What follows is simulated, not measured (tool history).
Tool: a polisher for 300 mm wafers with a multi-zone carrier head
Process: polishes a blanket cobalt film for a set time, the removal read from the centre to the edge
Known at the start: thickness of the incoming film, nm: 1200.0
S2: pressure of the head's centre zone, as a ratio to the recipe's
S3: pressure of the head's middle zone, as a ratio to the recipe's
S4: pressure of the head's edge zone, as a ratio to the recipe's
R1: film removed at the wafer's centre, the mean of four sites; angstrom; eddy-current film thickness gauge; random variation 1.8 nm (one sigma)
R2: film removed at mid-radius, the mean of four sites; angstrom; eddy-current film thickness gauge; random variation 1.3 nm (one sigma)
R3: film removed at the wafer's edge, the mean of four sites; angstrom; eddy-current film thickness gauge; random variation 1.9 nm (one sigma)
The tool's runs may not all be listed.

run 1 day=0.000 | flow_of_slurry_(ml/min)=260 S2=1.00 S3=1.00 S4=1.00 polishing_time_(s)=43 | R1=2219.9 R2=2203.4 R3=2168.7
run 2 day=0.238 | flow_of_slurry_(ml/min)=260 S2=1.06 S3=1.00 S4=1.00 polishing_time_(s)=43 | R1=2379.1 R2=2149.9 R3=2187.5
run 3 day=0.271 | flow_of_slurry_(ml/min)=315 S2=1.06 S3=1.00 S4=1.00 polishing_time_(s)=43 | R1=2404.8 R2=2188.7 R3=2131.6
run 4 day=0.462 | flow_of_slurry_(ml/min)=315 S2=1.06 S3=1.00 S4=1.05 polishing_time_(s)=43 | R1=2407.9 R2=2212.7 R3=2239.3
run 5 day=0.754 | flow_of_slurry_(ml/min)=310 S2=1.01 S3=0.97 S4=1.04 polishing_time_(s)=38 | R1=2058.2 R2=1932.5 R3=1971.1
run 6 day=1.012 | flow_of_slurry_(ml/min)=310 S2=1.01 S3=0.97 S4=1.04 polishing_time_(s)=45 | R1=2392.7 R2=2241.4 R3=2372.9
run 7 day=1.108 | flow_of_slurry_(ml/min)=305 S2=0.96 S3=0.95 S4=1.03 polishing_time_(s)=39 | R1=2009.7 R2=1924.2 R3=2047.5
run 8 day=1.217 | flow_of_slurry_(ml/min)=300 S2=0.92 S3=0.95 S4=1.02 polishing_time_(s)=34 | R1=1633.0 R2=1663.9 R3=1725.8

Run 9 comes next. What will it give?
run 9 day=1.554 | flow_of_slurry_(ml/min)=300 S2=0.89 S3=0.94 S4=1.00 polishing_time_(s)=32 | R1=? R2=? R3=?

{"run 9": {"R1": 1537.5, "R2": 1574.4, "R3": 1682.5}}

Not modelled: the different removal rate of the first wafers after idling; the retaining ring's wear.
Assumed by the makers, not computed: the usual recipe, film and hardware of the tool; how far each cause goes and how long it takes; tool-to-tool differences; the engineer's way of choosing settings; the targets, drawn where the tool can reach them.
